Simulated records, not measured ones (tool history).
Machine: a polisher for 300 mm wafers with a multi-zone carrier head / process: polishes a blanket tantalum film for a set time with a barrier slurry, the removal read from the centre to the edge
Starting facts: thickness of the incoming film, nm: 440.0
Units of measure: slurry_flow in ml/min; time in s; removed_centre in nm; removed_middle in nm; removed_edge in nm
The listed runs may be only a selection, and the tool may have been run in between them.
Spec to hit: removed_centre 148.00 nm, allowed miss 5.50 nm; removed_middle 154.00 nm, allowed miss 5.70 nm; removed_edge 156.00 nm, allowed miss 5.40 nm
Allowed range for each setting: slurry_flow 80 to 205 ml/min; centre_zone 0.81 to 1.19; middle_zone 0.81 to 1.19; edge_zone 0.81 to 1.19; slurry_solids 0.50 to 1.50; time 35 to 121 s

run    day  slurry_flow  centre_zone  middle_zone  edge_zone  slurry_solids  time  removed_centre  removed_middle  removed_edge
  1  0.000          135         1.00         1.00       1.00           1.00    78          128.58          125.58        125.76
  2  0.129          155         1.00         1.00       1.00           1.00    78          132.21          133.42        130.16
  3  0.333          155         1.00         0.94       1.00           1.00    78          133.94          124.66        130.79
  4  0.575          165         1.00         0.95       1.03           1.05    78          137.56          132.61        134.12
  5  0.704          165         1.00         0.95       1.06           1.05    78          140.05          132.30        136.02
  6  0.742          165         1.00         0.95       1.06           0.95    78          130.56          125.38        131.44
  7  0.979          170         0.98         0.95       1.08           1.00    79          136.13          128.32        135.03
  8  1.200          165         0.95         0.97       1.09           1.05    81          136.18          139.28        142.84
  9  1.362          165         0.95         0.97       1.09           1.05    81          138.14          139.27        143.92
 10  1.596          170         0.95         0.97       1.10           1.05    81          138.56          138.20        143.21
 11  1.908          170         0.94         0.98       1.11           1.10    81          137.54          144.31        149.11
 12  2.038          175         0.95         0.98       1.11           1.10    81          140.72          141.82        148.39
 13  2.412          180         0.95         0.99       1.11           1.10    81          144.19          144.38        148.95
 14  2.617          180         0.94         1.00       1.12           1.10    81          140.84          144.93        149.54

Pick the move, out of 5, that brings all results within their allowed miss; only one does.
  A  2.821          180         0.94         1.09       0.99           1.10    81               ?               ?             ?
  B  2.821          175         0.99         0.95       1.17           1.15    81               ?               ?             ?
  C  2.821          205         0.94         1.01       1.14           1.10    83               ?               ?             ?
  D  2.821          185         0.93         0.88       1.19           0.90    89               ?               ?             ?
  E  2.821          185         0.97         0.97       1.09           1.15    76               ?               ?             ?

move  removed_centre  removed_middle  removed_edge
   A          141.69          157.84        142.51
   B          149.65          142.00        155.55
   C          148.45          154.70        157.85
   D          141.88          133.34        156.61
   E          139.41          136.90        142.32
A: meets the target for the result that was furthest off, but another lies outside its allowed miss
B: its largest miss is bigger than the last run's
C: meets every target
D: its largest miss is bigger than the last run's
E: its largest miss is bigger than the last run's
C is the move that brings every result within its allowed miss.
